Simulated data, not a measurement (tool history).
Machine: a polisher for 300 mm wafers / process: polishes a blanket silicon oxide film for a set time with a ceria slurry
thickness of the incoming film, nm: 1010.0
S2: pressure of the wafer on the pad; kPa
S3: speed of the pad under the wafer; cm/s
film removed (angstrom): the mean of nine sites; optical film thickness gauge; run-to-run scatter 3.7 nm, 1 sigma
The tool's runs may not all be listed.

{"run": 1, "hour": 0.0, "flow of slurry (ml/min)": 205, "S2": 22.8, "S3": 102, "polishing time (s)": 47, "film removed (angstrom)": 1799.1}
{"run": 2, "hour": 4.2, "flow of slurry (ml/min)": 205, "S2": 26.2, "S3": 102, "polishing time (s)": 47, "film removed (angstrom)": 2016.4}
{"run": 3, "hour": 7.2, "flow of slurry (ml/min)": 205, "S2": 29.0, "S3": 104, "polishing time (s)": 47, "film removed (angstrom)": 2286.8}
{"run": 4, "hour": 12.9, "flow of slurry (ml/min)": 205, "S2": 29.0, "S3": 104, "polishing time (s)": 47, "film removed (angstrom)": 2278.2}
{"hour": 14.9, "done": "worn pad replaced by a new one"}
{"run": 5, "hour": 14.9, "flow of slurry (ml/min)": 225, "S2": 29.0, "S3": 104, "polishing time (s)": 47, "film removed (angstrom)": 2526.7}
{"run": 6, "hour": 21.2, "flow of slurry (ml/min)": 240, "S2": 29.0, "S3": 104, "polishing time (s)": 47, "film removed (angstrom)": 2536.7}
{"run": 7, "hour": 30.0, "flow of slurry (ml/min)": 260, "S2": 29.6, "S3": 104, "polishing time (s)": 47, "film removed (angstrom)": 2637.7}

Forecast run 8:
{"run": 8, "hour": 34.2, "flow of slurry (ml/min)": 270, "S2": 30.3, "S3": 104, "polishing time (s)": 47, "film removed (angstrom)": "?"}

For run 8 the tool returned film removed (angstrom) 2769.8.

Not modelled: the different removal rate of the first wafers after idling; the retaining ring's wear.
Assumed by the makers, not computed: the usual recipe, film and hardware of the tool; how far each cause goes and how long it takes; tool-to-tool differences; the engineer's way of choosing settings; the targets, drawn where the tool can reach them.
